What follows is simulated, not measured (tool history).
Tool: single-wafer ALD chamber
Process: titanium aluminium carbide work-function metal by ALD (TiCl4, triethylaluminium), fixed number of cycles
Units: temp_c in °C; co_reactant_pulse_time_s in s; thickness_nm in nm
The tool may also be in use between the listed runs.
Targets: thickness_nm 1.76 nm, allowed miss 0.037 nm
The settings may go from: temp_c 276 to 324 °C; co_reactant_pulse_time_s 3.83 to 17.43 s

Run 1, day 0: temp_c 300 °C, co_reactant_pulse_time_s 10.63 s. Result: thickness_nm 1.9879 nm.
Run 2, day 0.179: temp_c 300 °C, co_reactant_pulse_time_s 12.31 s. Result: thickness_nm 2.0351 nm.
Run 3, day 0.404: temp_c 300 °C, co_reactant_pulse_time_s 13.46 s. Result: thickness_nm 2.0531 nm.
Run 4, day 0.438: temp_c 296 °C, co_reactant_pulse_time_s 13.46 s. Result: thickness_nm 2.0004 nm.
Run 5, day 0.529: temp_c 293 °C, co_reactant_pulse_time_s 13.14 s. Result: thickness_nm 1.9853 nm.
Run 6, day 0.871: temp_c 293 °C, co_reactant_pulse_time_s 16.17 s. Result: thickness_nm 1.9865 nm.
Run 7, day 1.221: temp_c 290 °C, co_reactant_pulse_time_s 14.45 s. Result: thickness_nm 1.955 nm.
Run 8, day 1.25: temp_c 288 °C, co_reactant_pulse_time_s 13.25 s. Result: thickness_nm 1.934 nm.
Run 9, day 1.467: temp_c 286 °C, co_reactant_pulse_time_s 11.89 s. Result: thickness_nm 1.9031 nm.
Run 10, day 1.688: temp_c 276 °C, co_reactant_pulse_time_s 8.49 s. Result: thickness_nm 1.6951 nm.
Run 11, day 1.938: temp_c 277 °C, co_reactant_pulse_time_s 8.58 s. Result: thickness_nm 1.7198 nm.

Which of these 5 next moves meets every target?
Run A, day 2.188: temp_c 281 °C, co_reactant_pulse_time_s 10.91 s. Result: thickness_nm ?.
Run B, day 2.188: temp_c 295 °C, co_reactant_pulse_time_s 8.09 s. Result: thickness_nm ?.
Run C, day 2.188: temp_c 292 °C, co_reactant_pulse_time_s 8.72 s. Result: thickness_nm ?.
Run D, day 2.188: temp_c 276 °C, co_reactant_pulse_time_s 8.44 s. Result: thickness_nm ?.
Run E, day 2.188: temp_c 279 °C, co_reactant_pulse_time_s 9.27 s. Result: thickness_nm ?.

move  thickness_nm
   A        1.8321
   B        1.8372
   C         1.853
   D        1.7001
   E         1.767
A: takes the result that was furthest off past its target
B: takes the result that was furthest off past its target
C: takes the result that was furthest off past its target
D: further off than the last run
E: meets every target
The right move is E.
